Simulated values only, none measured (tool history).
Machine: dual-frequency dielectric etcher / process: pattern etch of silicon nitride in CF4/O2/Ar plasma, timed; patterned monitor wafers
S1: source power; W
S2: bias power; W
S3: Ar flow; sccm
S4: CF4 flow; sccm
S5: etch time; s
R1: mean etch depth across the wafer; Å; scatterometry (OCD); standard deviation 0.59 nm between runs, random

{"run": 1, "day": 0.0, "S1": 500, "S2": 58, "S3": 105, "S4": 94, "S5": 100, "R1": 2084.4}
{"run": 2, "day": 0.125, "S1": 490, "S2": 58, "S3": 105, "S4": 94, "S5": 100, "R1": 2049.1}
{"run": 3, "day": 0.296, "S1": 490, "S2": 58, "S3": 112, "S4": 94, "S5": 100, "R1": 2033.6}
{"run": 4, "day": 0.658, "S1": 490, "S2": 58, "S3": 112, "S4": 109, "S5": 100, "R1": 2053}
{"run": 5, "day": 0.788, "S1": 490, "S2": 63, "S3": 112, "S4": 109, "S5": 100, "R1": 2122.4}
{"run": 6, "day": 0.879, "S1": 490, "S2": 58, "S3": 112, "S4": 109, "S5": 100, "R1": 2060.3}

Run 7 is up next; what results do you expect?
{"run": 7, "day": 0.996, "S1": 490, "S2": 58, "S3": 112, "S4": 109, "S5": 100, "R1": "?"}

R1: 2057.7 Å

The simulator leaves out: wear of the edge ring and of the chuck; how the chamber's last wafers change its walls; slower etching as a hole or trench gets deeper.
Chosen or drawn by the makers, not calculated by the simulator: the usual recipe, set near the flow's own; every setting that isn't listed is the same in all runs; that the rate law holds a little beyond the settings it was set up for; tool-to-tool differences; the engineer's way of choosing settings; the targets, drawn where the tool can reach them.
